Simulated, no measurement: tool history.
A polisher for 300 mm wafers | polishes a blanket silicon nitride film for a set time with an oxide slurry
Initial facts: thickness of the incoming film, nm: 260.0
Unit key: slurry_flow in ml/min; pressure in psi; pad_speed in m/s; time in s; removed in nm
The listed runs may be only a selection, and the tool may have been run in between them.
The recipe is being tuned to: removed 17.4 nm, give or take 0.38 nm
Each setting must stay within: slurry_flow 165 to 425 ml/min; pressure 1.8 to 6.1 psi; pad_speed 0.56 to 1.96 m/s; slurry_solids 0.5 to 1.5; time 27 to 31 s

{"run": 1, "hour": 0.0, "slurry_flow": 275, "pressure": 3.9, "pad_speed": 1.26, "slurry_solids": 1, "time": 31, "removed": 30.133}
{"run": 2, "hour": 4.4, "slurry_flow": 275, "pressure": 3.9, "pad_speed": 1.26, "slurry_solids": 1, "time": 27, "removed": 26.018}
{"run": 3, "hour": 7.2, "slurry_flow": 215, "pressure": 3.9, "pad_speed": 1.26, "slurry_solids": 1, "time": 27, "removed": 25.597}
{"run": 4, "hour": 8.6, "slurry_flow": 205, "pressure": 3.5, "pad_speed": 1.26, "slurry_solids": 1, "time": 27, "removed": 23.324}
{"run": 5, "hour": 15.4, "slurry_flow": 205, "pressure": 3.5, "pad_speed": 1.26, "slurry_solids": 1, "time": 27, "removed": 23.331}
{"run": 6, "hour": 17.7, "slurry_flow": 205, "pressure": 3.5, "pad_speed": 1.26, "slurry_solids": 1, "time": 31, "removed": 26.974}
{"run": 7, "hour": 19.6, "slurry_flow": 205, "pressure": 3, "pad_speed": 1.22, "slurry_solids": 1, "time": 31, "removed": 22.94}
{"run": 8, "hour": 27.7, "slurry_flow": 205, "pressure": 3, "pad_speed": 1.22, "slurry_solids": 1, "time": 31, "removed": 23.113}
{"run": 9, "hour": 29.7, "slurry_flow": 205, "pressure": 3, "pad_speed": 1.22, "slurry_solids": 1, "time": 31, "removed": 23.311}
{"run": 10, "hour": 37.8, "slurry_flow": 195, "pressure": 1.9, "pad_speed": 1.22, "slurry_solids": 1, "time": 31, "removed": 16.612}

Pick the move, out of 5, that brings all results within their allowed miss; only one does.
{"run": "A", "hour": 45.9, "slurry_flow": 165, "pressure": 1.9, "pad_speed": 1.48, "slurry_solids": 0.85, "time": 30, "removed": "?"}
{"run": "B", "hour": 45.9, "slurry_flow": 255, "pressure": 2.1, "pad_speed": 1.04, "slurry_solids": 1.1, "time": 30, "removed": "?"}
{"run": "C", "hour": 45.9, "slurry_flow": 165, "pressure": 1.9, "pad_speed": 1.22, "slurry_solids": 1, "time": 29, "removed": "?"}
{"run": "D", "hour": 45.9, "slurry_flow": 245, "pressure": 2, "pad_speed": 1.32, "slurry_solids": 1.15, "time": 28, "removed": "?"}
{"run": "E", "hour": 45.9, "slurry_flow": 200, "pressure": 2, "pad_speed": 1.26, "slurry_solids": 1, "time": 31, "removed": "?"}

move=A removed=16.316
move=B removed=16.469
move=C removed=15.297
move=D removed=18.383
move=E removed=17.683
A: further off than the last run
B: further off than the last run
C: further off than the last run
D: takes the result that was furthest off past its target
E: every result within its allowed miss
So the answer is move E, the one that meets all the targets.
